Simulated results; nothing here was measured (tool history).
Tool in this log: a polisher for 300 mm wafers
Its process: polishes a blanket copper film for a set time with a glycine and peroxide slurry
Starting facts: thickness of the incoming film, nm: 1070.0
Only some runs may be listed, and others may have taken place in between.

| run | hour | flow of slurry (ml/min) | pressure of the wafer on the pad (psi) | speed of the pad under the wafer (cm/s) | polishing time (s) | film removed (nm) |
|---|---|---|---|---|---|---|
| 1 | 0.0 | 265 | 2.0 | 122 | 44 | 213.74 |
| 2 | 8.9 | 265 | 2.3 | 122 | 44 | 242.93 |
| 3 | 10.2 | 265 | 2.0 | 122 | 44 | 214.87 |
| 4 | 18.1 | 265 | 1.7 | 120 | 44 | 188.12 |
| 5 | 21.8 | 265 | 1.7 | 136 | 44 | 206.33 |
| 6 | 25.7 | 265 | 1.7 | 136 | 44 | 206.84 |
| 7 | 34.0 | 265 | 1.5 | 132 | 44 | 178.88 |

Run 8, settings as shown, results not yet in. Your forecast:
| 8 | 35.8 | 265 | 1.4 | 132 | 44 | ? |

Run 8 yielded film removed (nm) 171.15.
